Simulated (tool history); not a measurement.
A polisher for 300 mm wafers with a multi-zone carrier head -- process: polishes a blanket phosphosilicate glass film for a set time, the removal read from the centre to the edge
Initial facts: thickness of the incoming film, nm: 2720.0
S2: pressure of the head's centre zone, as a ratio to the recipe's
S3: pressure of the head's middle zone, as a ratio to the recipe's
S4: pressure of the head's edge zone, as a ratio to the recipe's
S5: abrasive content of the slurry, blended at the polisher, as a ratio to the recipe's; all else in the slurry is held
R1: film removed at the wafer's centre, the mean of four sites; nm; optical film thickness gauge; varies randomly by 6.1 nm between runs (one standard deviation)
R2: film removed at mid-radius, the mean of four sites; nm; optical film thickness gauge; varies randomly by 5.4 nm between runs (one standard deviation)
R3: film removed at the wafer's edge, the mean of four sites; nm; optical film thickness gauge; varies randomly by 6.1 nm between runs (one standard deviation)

run 1 hour=0 | flow_of_slurry_(ml/min)=275 S2=1 S3=1 S4=1 S5=1 polishing_time_(s)=35 | R1=320.16 R2=310.67 R3=322.66
run 2 hour=6.6 | flow_of_slurry_(ml/min)=275 S2=1.02 S3=1 S4=1.02 S5=1.1 polishing_time_(s)=35 | R1=329.13 R2=327.76 R3=324.32
run 3 hour=15 | flow_of_slurry_(ml/min)=275 S2=1.03 S3=0.97 S4=1.02 S5=1.15 polishing_time_(s)=37 | R1=358.99 R2=344.41 R3=355.47
run 4 hour=23.8 | flow_of_slurry_(ml/min)=275 S2=1.03 S3=0.97 S4=0.94 S5=1.15 polishing_time_(s)=37 | R1=356.47 R2=341.92 R3=336.81
run 5 hour=29.1 | flow_of_slurry_(ml/min)=340 S2=1.03 S3=0.97 S4=0.94 S5=1.15 polishing_time_(s)=37 | R1=369.62 R2=352.85 R3=344.69
run 6 hour=35.9 | flow_of_slurry_(ml/min)=340 S2=1.05 S3=0.95 S4=0.96 S5=1.2 polishing_time_(s)=38 | R1=384.35 R2=356.27 R3=362.09
run 7 hour=40.2 | flow_of_slurry_(ml/min)=340 S2=1.07 S3=0.94 S4=0.97 S5=1.25 polishing_time_(s)=39 | R1=414.97 R2=367.48 R3=380.06
run 8 hour=41.8 | flow_of_slurry_(ml/min)=340 S2=1.08 S3=0.94 S4=0.99 S5=1.3 polishing_time_(s)=39 | R1=422.01 R2=373.98 R3=392.6

Predict the results of run 9:
run 9 hour=43.3 | flow_of_slurry_(ml/min)=345 S2=1.17 S3=0.94 S4=1.06 S5=1.5 polishing_time_(s)=41 | R1=? R2=? R3=?

{"run 9": {"R1": 512.85, "R2": 407.12, "R3": 445.11}}
